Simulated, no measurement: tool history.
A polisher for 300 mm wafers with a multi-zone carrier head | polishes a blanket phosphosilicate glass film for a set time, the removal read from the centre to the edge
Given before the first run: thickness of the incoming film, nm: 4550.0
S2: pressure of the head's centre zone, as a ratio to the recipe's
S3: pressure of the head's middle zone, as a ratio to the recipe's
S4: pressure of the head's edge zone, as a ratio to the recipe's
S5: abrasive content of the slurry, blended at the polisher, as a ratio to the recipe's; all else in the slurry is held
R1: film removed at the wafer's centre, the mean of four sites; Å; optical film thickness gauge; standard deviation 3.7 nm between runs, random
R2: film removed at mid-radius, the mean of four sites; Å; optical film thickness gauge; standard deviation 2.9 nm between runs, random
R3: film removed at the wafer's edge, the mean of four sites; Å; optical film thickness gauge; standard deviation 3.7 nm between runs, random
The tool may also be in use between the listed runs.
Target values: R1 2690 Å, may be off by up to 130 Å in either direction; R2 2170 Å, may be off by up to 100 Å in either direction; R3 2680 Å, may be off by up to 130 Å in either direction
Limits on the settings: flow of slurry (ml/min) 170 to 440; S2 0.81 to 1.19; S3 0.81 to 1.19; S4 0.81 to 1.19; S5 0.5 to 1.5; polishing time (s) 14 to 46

run 1 hour=0 | flow_of_slurry_(ml/min)=280 S2=1 S3=1 S4=1 S5=1 polishing_time_(s)=30 | R1=2895.5 R2=2767.1 R3=2908
run 2 hour=4.5 | flow_of_slurry_(ml/min)=280 S2=1 S3=0.98 S4=1 S5=1 polishing_time_(s)=30 | R1=2920.7 R2=2724.6 R3=2950
run 3 hour=12.8 | flow_of_slurry_(ml/min)=235 S2=1 S3=0.98 S4=1 S5=1 polishing_time_(s)=30 | R1=2850.8 R2=2766.1 R3=2895.5
run 4 hour=14.9 | flow_of_slurry_(ml/min)=235 S2=0.93 S3=0.98 S4=1 S5=1 polishing_time_(s)=30 | R1=2656.8 R2=2648 R3=2790
run 5 hour=18.4 | flow_of_slurry_(ml/min)=235 S2=0.93 S3=0.98 S4=1 S5=1 polishing_time_(s)=27 | R1=2336 R2=2459.7 R3=2595.9
run 6 hour=25.2 | flow_of_slurry_(ml/min)=235 S2=0.93 S3=0.98 S4=1 S5=1.1 polishing_time_(s)=27 | R1=2481.4 R2=2564 R3=2727.8
run 7 hour=30.7 | flow_of_slurry_(ml/min)=240 S2=0.94 S3=0.96 S4=1 S5=1.1 polishing_time_(s)=27 | R1=2514.8 R2=2541.1 R3=2722.8
run 8 hour=37.5 | flow_of_slurry_(ml/min)=250 S2=0.95 S3=0.94 S4=1 S5=1.1 polishing_time_(s)=27 | R1=2546.1 R2=2493.8 R3=2697.3

5 next moves are on the table. One of them brings every result within its allowed miss. Which?
run A hour=44.3 | flow_of_slurry_(ml/min)=200 S2=0.88 S3=1.09 S4=0.95 S5=1.15 polishing_time_(s)=28 | R1=? R2=? R3=?
run B hour=44.3 | flow_of_slurry_(ml/min)=220 S2=0.88 S3=1.11 S4=0.93 S5=1.05 polishing_time_(s)=28 | R1=? R2=? R3=?
run C hour=44.3 | flow_of_slurry_(ml/min)=225 S2=1.04 S3=1.04 S4=0.94 S5=1.35 polishing_time_(s)=25 | R1=? R2=? R3=?
run D hour=44.3 | flow_of_slurry_(ml/min)=260 S2=0.92 S3=0.92 S4=1.04 S5=1.05 polishing_time_(s)=26 | R1=? R2=? R3=?
run E hour=44.3 | flow_of_slurry_(ml/min)=315 S2=0.99 S3=0.81 S4=0.97 S5=1 polishing_time_(s)=28 | R1=? R2=? R3=?

move=A R1=2447.9 R2=2914.5 R3=2702.9
move=B R1=2378.8 R2=2873.9 R3=2592.3
move=C R1=2778.9 R2=2682.1 R3=2573.8
move=D R1=2340.3 R2=2305.7 R3=2570.8
move=E R1=2697.1 R2=2220.1 R3=2653.6
A: its largest miss is bigger than the last run's
B: its largest miss is bigger than the last run's
C: its largest miss is bigger than the last run's
D: nearer than the last run, and not there yet
E: all results in spec
Correct choice: E, which meets every target

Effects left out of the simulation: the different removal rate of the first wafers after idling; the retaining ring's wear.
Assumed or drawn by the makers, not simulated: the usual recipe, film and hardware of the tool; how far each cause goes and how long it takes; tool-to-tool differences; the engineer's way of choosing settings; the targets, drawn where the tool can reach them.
